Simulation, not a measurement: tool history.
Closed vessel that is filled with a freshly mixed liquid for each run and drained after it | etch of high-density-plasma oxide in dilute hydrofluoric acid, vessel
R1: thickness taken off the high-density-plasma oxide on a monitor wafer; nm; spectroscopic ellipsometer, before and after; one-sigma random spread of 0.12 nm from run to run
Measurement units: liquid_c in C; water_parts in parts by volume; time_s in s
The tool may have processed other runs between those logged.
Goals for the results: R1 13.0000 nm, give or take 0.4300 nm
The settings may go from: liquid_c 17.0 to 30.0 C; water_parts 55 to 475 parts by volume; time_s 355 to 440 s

Run 1, day 0.000: liquid_c 22.0 C, water_parts 265 parts by volume, time_s 440 s. Result: R1 7.6000 nm.
Run 2, day 0.188: liquid_c 22.0 C, water_parts 265 parts by volume, time_s 440 s. Result: R1 7.7650 nm.
Run 3, day 0.467: liquid_c 22.0 C, water_parts 265 parts by volume, time_s 440 s. Result: R1 7.8327 nm.
Run 4, day 0.675: liquid_c 19.0 C, water_parts 265 parts by volume, time_s 440 s. Result: R1 6.9508 nm.
Run 5, day 1.050: liquid_c 21.0 C, water_parts 250 parts by volume, time_s 440 s. Result: R1 7.9362 nm.
Run 6, day 1.142: liquid_c 24.5 C, water_parts 250 parts by volume, time_s 440 s. Result: R1 9.0933 nm.
Run 7, day 1.500: liquid_c 25.5 C, water_parts 240 parts by volume, time_s 440 s. Result: R1 10.0170 nm.
Run 8, day 1.558: liquid_c 26.5 C, water_parts 235 parts by volume, time_s 440 s. Result: R1 10.5140 nm.

Below are 4 possible settings for the next run. Only one of them brings all results inside the allowed miss of their targets. Which is it?
Run A, day 1.617: liquid_c 27.0 C, water_parts 185 parts by volume, time_s 440 s. Result: R1 ?.
Run B, day 1.617: liquid_c 30.0 C, water_parts 205 parts by volume, time_s 435 s. Result: R1 ?.
Run C, day 1.617: liquid_c 26.5 C, water_parts 200 parts by volume, time_s 440 s. Result: R1 ?.
Run D, day 1.617: liquid_c 26.0 C, water_parts 180 parts by volume, time_s 440 s. Result: R1 ?.

move       R1
   A  14.3540
   B  13.9000
   C  12.8170
   D  14.3080
A: takes the biggest miss from the last run beyond its target
B: takes the biggest miss from the last run beyond its target
C: every result lands within tolerance
D: takes the biggest miss from the last run beyond its target
Go with C: it meets all targets.

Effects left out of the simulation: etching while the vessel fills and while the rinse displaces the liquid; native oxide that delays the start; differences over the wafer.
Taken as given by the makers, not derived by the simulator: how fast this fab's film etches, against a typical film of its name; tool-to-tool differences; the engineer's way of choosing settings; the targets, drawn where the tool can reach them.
